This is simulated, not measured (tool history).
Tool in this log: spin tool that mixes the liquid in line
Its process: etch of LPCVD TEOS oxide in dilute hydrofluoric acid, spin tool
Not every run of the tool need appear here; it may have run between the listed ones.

run    day  temperature setpoint of the liquid (°C)  parts of water to one part of 49 % hydrofluoric acid (parts by volume)  time under the liquid (s)  thickness taken off the LPCVD TEOS oxide on a monitor wafer (Å)
  1      0                                       22                                                                     155                        185                                                           298.78
  2  0.229                                       24                                                                     155                        185                                                           319.34
  3  0.362                                       27                                                                     155                        185                                                           363.23
  4  0.692                                     25.5                                                                     155                        185                                                           339.56
  5  1.042                                     24.5                                                                     155                        185                                                           325.77
  6  1.096                                     24.5                                                                     210                        185                                                           224.91

For run 7, what comes out?
  7  1.3                                       25                                                                     210                        185                                                                ?

Run 7 yielded thickness taken off the LPCVD TEOS oxide on a monitor wafer (Å) 229.46.
